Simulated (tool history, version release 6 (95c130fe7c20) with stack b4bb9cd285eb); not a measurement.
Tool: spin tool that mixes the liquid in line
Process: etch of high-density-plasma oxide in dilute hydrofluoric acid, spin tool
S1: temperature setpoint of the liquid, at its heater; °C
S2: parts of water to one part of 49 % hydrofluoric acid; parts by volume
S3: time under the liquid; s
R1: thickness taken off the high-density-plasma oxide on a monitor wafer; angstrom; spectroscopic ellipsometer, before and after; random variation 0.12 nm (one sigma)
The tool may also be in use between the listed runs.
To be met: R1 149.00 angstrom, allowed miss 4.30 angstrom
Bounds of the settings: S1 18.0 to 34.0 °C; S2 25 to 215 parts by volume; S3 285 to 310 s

{"run": 1, "hour": 0.0, "S1": 26.0, "S2": 120, "S3": 285, "R1": 126.87}
{"run": 2, "hour": 2.7, "S1": 26.0, "S2": 120, "S3": 310, "R1": 136.02}
{"run": 3, "hour": 8.4, "S1": 26.0, "S2": 120, "S3": 285, "R1": 126.96}
{"run": 4, "hour": 16.6, "S1": 24.0, "S2": 120, "S3": 285, "R1": 115.5}
{"run": 5, "hour": 23.1, "S1": 24.0, "S2": 120, "S3": 310, "R1": 128.16}
{"run": 6, "hour": 24.1, "S1": 25.0, "S2": 120, "S3": 310, "R1": 131.34}
{"run": 7, "hour": 25.1, "S1": 26.0, "S2": 120, "S3": 310, "R1": 138.26}
{"run": 8, "hour": 32.5, "S1": 26.5, "S2": 120, "S3": 310, "R1": 139.02}
{"run": 9, "hour": 38.3, "S1": 27.0, "S2": 120, "S3": 310, "R1": 142.42}

4 next moves are on the table. One of them brings every result within its allowed miss. Which?
{"run": "A", "hour": 44.1, "S1": 26.5, "S2": 125, "S3": 310, "R1": "?"}
{"run": "B", "hour": 44.1, "S1": 29.5, "S2": 120, "S3": 295, "R1": "?"}
{"run": "C", "hour": 44.1, "S1": 26.0, "S2": 120, "S3": 310, "R1": "?"}
{"run": "D", "hour": 44.1, "S1": 27.5, "S2": 125, "S3": 305, "R1": "?"}

move=A R1=133.19
move=B R1=148.71
move=C R1=136.97
move=D R1=136.08
A: further off than the last run
B: meets every target
C: further off than the last run
D: further off than the last run
Answer: B
